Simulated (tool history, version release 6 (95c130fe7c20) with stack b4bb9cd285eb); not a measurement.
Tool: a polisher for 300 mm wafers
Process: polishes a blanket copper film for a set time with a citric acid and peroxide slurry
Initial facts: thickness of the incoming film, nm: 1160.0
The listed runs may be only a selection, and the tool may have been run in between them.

run,hour,flow of slurry (ml/min),pressure of the wafer on the pad (kPa),speed of the pad under the wafer (m/s),abrasive content of the slurry,polishing time (s),film removed (angstrom)
1,0.0,235,26.2,0.96,1.0,55,1563.0
2,4.4,230,24.8,0.96,1.0,55,1502.1
3,11.7,270,24.8,0.96,1.0,55,1530.8
4,15.8,270,24.8,0.96,1.0,55,1505.8
5,21.1,270,24.8,0.96,1.2,55,1575.1
6,22.2,265,22.8,0.96,1.2,55,1441.5
7,26.8,260,22.1,0.96,1.2,55,1399.7
8,32.1,255,21.4,0.96,1.2,55,1354.7

For run 9, what comes out?
9,33.0,250,21.4,0.96,1.2,55,?

{"run 9": {"film removed (angstrom)": 1355.1}}

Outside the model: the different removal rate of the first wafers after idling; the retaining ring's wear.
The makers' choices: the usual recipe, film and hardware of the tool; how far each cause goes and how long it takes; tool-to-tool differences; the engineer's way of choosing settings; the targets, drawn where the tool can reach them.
